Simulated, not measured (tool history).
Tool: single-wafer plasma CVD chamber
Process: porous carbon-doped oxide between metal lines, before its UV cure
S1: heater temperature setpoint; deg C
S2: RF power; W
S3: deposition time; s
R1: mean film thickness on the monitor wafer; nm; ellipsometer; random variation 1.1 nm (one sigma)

| run | hour | S1 | S2 | S3 | R1 |
|---|---|---|---|---|---|
| 1 | 0.0 | 295 | 600 | 33.7 | 217.60 |
| 2 | 3.1 | 295 | 600 | 34.9 | 227.99 |
| 3 | 9.0 | 295 | 530 | 34.9 | 202.72 |
| 4 | 13.3 | 295 | 530 | 33.7 | 196.98 |
| 5 | 20.5 | 295 | 575 | 33.7 | 213.50 |
| 6 | 26.7 | 295 | 545 | 33.7 | 201.76 |
| 7 | 30.9 | 289 | 570 | 33.7 | 215.10 |
| 8 | 32.7 | 285 | 590 | 33.7 | 228.95 |
| 9 | 33.3 | 282 | 600 | 33.7 | 235.00 |
| 10 | 41.7 | 279 | 610 | 33.7 | 243.64 |

Forecast run 11:
| 11 | 45.5 | 279 | 610 | 33.7 | ? |

{"run 11": {"R1": 241.51}}
